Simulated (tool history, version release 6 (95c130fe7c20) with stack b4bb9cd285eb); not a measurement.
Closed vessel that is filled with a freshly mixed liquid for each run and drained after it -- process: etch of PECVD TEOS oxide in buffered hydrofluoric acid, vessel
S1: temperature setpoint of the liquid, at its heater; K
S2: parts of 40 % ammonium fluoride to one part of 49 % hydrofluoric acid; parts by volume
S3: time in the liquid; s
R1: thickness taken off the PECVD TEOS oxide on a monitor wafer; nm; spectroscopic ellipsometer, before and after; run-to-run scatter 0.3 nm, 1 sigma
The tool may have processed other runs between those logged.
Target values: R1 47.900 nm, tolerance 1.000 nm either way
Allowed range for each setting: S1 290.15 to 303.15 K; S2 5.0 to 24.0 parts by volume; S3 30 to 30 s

run	day	S1	S2	S3	R1
1	0.000	295.15	14.5	30	21.370
2	0.138	297.65	12.5	30	28.975
3	0.346	299.65	12.5	30	31.943
4	0.683	300.65	11.5	30	36.993
5	0.733	300.65	9.0	30	45.748
6	1.058	303.15	9.0	30	52.135
7	1.279	302.65	9.0	30	50.655
8	1.375	302.15	9.0	30	49.395

Consider the 4 candidate settings below. Which is the only one whose results all fall within their allowed miss of target?
A	1.471	303.15	10.0	30	?
B	1.471	300.65	8.0	30	?
C	1.471	302.65	9.0	30	?
D	1.471	297.65	7.5	30	?

move	R1
A	47.301
B	49.973
C	50.257
D	45.608
A: hits every target within its allowed miss
B: moves away from the targets compared with the last run
C: moves away from the targets compared with the last run
D: takes the result that was furthest off past its target
Correct choice: A, which meets every target
